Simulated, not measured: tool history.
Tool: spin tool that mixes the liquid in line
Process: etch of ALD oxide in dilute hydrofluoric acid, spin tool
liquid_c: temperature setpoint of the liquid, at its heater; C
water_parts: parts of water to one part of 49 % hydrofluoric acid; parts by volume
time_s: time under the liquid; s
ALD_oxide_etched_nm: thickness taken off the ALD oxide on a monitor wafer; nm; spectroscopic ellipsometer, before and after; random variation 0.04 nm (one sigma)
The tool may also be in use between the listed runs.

| run | hour | liquid_c | water_parts | time_s | ALD_oxide_etched_nm |
|---|---|---|---|---|---|
| 1 | 0 | 21 | 255 | 20 | 1.6053 |
| 2 | 4.6 | 21 | 340 | 20 | 1.0988 |
| 3 | 8.1 | 19 | 340 | 20 | 1.0076 |
| 4 | 12.3 | 17 | 340 | 20 | 0.95241 |
| 5 | 20.9 | 18.5 | 305 | 20 | 1.1792 |
| 6 | 21.8 | 20 | 305 | 20 | 1.226 |
| 7 | 26.9 | 24 | 200 | 20 | 2.3942 |
| 8 | 30 | 24 | 200 | 20 | 2.4047 |
| 9 | 36.4 | 28 | 95 | 20 | 6.6895 |
| 10 | 42.8 | 27.5 | 95 | 20 | 6.5389 |
| 11 | 48.2 | 27 | 95 | 20 | 6.3812 |
| 12 | 49.7 | 26 | 95 | 20 | 6.1559 |

Run 13 comes next. What will it give?
| 13 | 56.5 | 25 | 95 | 20 | ? |

Run 13 gave ALD_oxide_etched_nm 5.8452 nm.
